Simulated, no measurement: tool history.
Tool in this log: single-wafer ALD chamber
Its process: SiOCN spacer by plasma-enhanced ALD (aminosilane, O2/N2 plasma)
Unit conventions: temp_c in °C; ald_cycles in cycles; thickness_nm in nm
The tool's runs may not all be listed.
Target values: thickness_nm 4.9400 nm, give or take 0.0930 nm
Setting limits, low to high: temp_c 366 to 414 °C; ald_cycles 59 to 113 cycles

{"run": 1, "hour": 0.0, "temp_c": 390, "ald_cycles": 86, "thickness_nm": 5.5457}
{"run": 2, "hour": 8.5, "temp_c": 386, "ald_cycles": 86, "thickness_nm": 5.4883}
{"run": 3, "hour": 10.9, "temp_c": 386, "ald_cycles": 95, "thickness_nm": 6.1022}
{"run": 4, "hour": 16.3, "temp_c": 386, "ald_cycles": 93, "thickness_nm": 5.9708}
{"run": 5, "hour": 24.8, "temp_c": 386, "ald_cycles": 82, "thickness_nm": 5.2935}
{"run": 6, "hour": 33.4, "temp_c": 386, "ald_cycles": 88, "thickness_nm": 5.6476}
{"run": 7, "hour": 35.1, "temp_c": 386, "ald_cycles": 87, "thickness_nm": 5.5669}
{"run": 8, "hour": 41.7, "temp_c": 386, "ald_cycles": 86, "thickness_nm": 5.498}
{"run": 9, "hour": 43.0, "temp_c": 386, "ald_cycles": 86, "thickness_nm": 5.5166}
{"run": 10, "hour": 45.2, "temp_c": 386, "ald_cycles": 85, "thickness_nm": 5.44}
{"run": 11, "hour": 49.4, "temp_c": 386, "ald_cycles": 84, "thickness_nm": 5.3732}
{"run": 12, "hour": 57.5, "temp_c": 386, "ald_cycles": 83, "thickness_nm": 5.3127}
{"run": 13, "hour": 64.3, "temp_c": 386, "ald_cycles": 82, "thickness_nm": 5.2419}
{"run": 14, "hour": 73.1, "temp_c": 386, "ald_cycles": 81, "thickness_nm": 5.1781}
{"run": 15, "hour": 78.1, "temp_c": 386, "ald_cycles": 79, "thickness_nm": 5.0331}

4 candidate next runs follow, results not yet known. Just one meets every target within its allowed miss. Identify it.
{"run": "A", "hour": 83.1, "temp_c": 376, "ald_cycles": 74, "thickness_nm": "?"}
{"run": "B", "hour": 83.1, "temp_c": 389, "ald_cycles": 74, "thickness_nm": "?"}
{"run": "C", "hour": 83.1, "temp_c": 385, "ald_cycles": 74, "thickness_nm": "?"}
{"run": "D", "hour": 83.1, "temp_c": 391, "ald_cycles": 77, "thickness_nm": "?"}

move=A thickness_nm=4.7371
move=B thickness_nm=4.7371
move=C thickness_nm=4.7371
move=D thickness_nm=4.9291
A: pushes the last run's worst result past its target
B: pushes the last run's worst result past its target
C: pushes the last run's worst result past its target
D: meets every target
The right move is D.
